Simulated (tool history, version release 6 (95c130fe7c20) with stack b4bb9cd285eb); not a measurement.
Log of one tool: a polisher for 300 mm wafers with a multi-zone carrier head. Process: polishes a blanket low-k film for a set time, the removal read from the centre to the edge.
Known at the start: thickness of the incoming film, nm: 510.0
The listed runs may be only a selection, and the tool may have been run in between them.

run,hour,flow of slurry (ml/min),pressure of the head's centre zone,pressure of the head's middle zone,pressure of the head's edge zone,abrasive content of the slurry,polishing time (s),film removed at the wafer's centre (nm),film removed at mid-radius (nm),film removed at the wafer's edge (nm)
1,0.0,255,1.00,1.00,1.00,1.00,80,23.497,23.266,22.968
2,2.1,255,1.00,1.00,1.00,0.90,80,23.018,22.441,21.623
3,7.4,255,1.00,0.95,1.00,0.90,80,23.163,21.457,21.770
4,11.8,255,1.00,0.95,1.00,0.75,80,21.385,20.370,20.435
5,20.2,265,1.01,0.99,1.02,0.80,80,22.346,21.873,20.898
6,24.2,265,1.01,0.99,1.02,0.90,80,23.387,22.377,22.365
7,32.6,280,1.01,1.02,1.02,0.90,80,23.181,22.950,22.690
8,35.1,275,1.02,1.05,1.02,0.90,80,23.491,23.877,22.510

Run 9 comes next. What will it give?
9,42.3,280,1.03,1.07,1.02,0.90,80,?,?,?

{"run 9": {"film removed at the wafer's centre (nm)": 23.906, "film removed at mid-radius (nm)": 24.124, "film removed at the wafer's edge (nm)": 22.115}}
